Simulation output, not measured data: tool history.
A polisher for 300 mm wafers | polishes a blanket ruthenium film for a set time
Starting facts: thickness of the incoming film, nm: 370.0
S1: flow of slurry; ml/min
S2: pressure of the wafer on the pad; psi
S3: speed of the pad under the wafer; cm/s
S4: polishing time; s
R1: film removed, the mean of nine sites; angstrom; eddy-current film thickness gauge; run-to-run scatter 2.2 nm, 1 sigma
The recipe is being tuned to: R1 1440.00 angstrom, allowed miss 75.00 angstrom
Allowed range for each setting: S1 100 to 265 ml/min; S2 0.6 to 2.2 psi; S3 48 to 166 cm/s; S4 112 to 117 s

| run | hour | S1 | S2 | S3 | S4 | R1 |
|---|---|---|---|---|---|---|
| 1 | 0.0 | 170 | 1.4 | 106 | 112 | 723.58 |
| 2 | 4.6 | 170 | 1.6 | 110 | 112 | 865.29 |
| 3 | 12.9 | 170 | 1.9 | 110 | 112 | 1019.40 |
| 4 | 17.2 | 170 | 2.0 | 114 | 112 | 1100.70 |
| 5 | 24.1 | 205 | 2.0 | 114 | 112 | 1190.80 |
| 6 | 28.9 | 205 | 2.0 | 124 | 112 | 1262.50 |
| 7 | 34.7 | 210 | 2.1 | 124 | 112 | 1296.10 |
|  | 36.0 | slurry nozzle cleaned |
| 8 | 36.0 | 210 | 2.2 | 132 | 112 | 1636.70 |
| 9 | 37.3 | 210 | 2.1 | 132 | 112 | 1491.10 |

Pick the move, out of 4, that brings all results within their allowed miss; only one does.
| A | 38.6 | 195 | 2.1 | 132 | 117 | ? |
| B | 38.6 | 195 | 2.1 | 120 | 117 | ? |
| C | 38.6 | 210 | 2.0 | 140 | 115 | ? |
| D | 38.6 | 265 | 2.1 | 132 | 117 | ? |

| move | R1 |
|---|---|
| A | 1608.50 |
| B | 1465.80 |
| C | 1613.10 |
| D | 1671.20 |
A: misses by more than the last run did
B: each result inside its tolerance
C: misses by more than the last run did
D: misses by more than the last run did
Go with B: it meets all targets.
